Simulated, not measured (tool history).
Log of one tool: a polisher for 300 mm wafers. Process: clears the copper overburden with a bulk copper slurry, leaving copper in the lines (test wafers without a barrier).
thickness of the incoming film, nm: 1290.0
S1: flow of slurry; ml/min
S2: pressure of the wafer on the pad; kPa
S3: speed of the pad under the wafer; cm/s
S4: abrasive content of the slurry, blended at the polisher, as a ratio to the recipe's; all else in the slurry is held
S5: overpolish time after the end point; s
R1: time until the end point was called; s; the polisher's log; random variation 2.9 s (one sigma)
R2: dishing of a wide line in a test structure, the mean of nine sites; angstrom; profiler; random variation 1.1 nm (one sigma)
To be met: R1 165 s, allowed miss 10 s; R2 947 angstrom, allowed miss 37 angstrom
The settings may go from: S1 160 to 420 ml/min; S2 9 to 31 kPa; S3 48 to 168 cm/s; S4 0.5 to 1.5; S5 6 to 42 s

run,hour,S1,S2,S3,S4,S5,R1,R2
1,0,270,20,108,1,21,118.59,994.27
2,0.7,270,16.5,108,1,21,135.27,927.3
3,2.1,270,16.5,108,1.15,21,128.53,936.77
4,7.4,270,16.5,108,1.35,21,124.23,952.04
5,11.4,270,16.5,108,1.35,28,119.83,1062.1
6,19.3,330,16.5,108,1.35,28,124.47,1079.7
7,21,330,15.2,108,1.35,28,132.04,1014.4
8,24.5,330,14.5,106,1.35,29,140.09,1022.4
9,33,330,13.8,106,1.35,29,139.19,996.42
10,34.9,330,13.1,104,1.35,30,145.05,977.58

4 next moves are on the table. One of them brings every result within its allowed miss. Which?
A,36.8,415,15.2,52,1.35,42,?,?
B,36.8,365,14.5,96,1.4,22,?,?
C,36.8,345,9.7,86,1.35,31,?,?
D,36.8,375,11.7,114,0.9,31,?,?

move,R1,R2
A,200.96,1003.1
B,144.2,887.82
C,202.96,831.19
D,162.12,928.92
A: takes the result that was furthest off past its target
B: as far off as the last run
C: takes the result that was furthest off past its target
D: meets every target
The right move is D.

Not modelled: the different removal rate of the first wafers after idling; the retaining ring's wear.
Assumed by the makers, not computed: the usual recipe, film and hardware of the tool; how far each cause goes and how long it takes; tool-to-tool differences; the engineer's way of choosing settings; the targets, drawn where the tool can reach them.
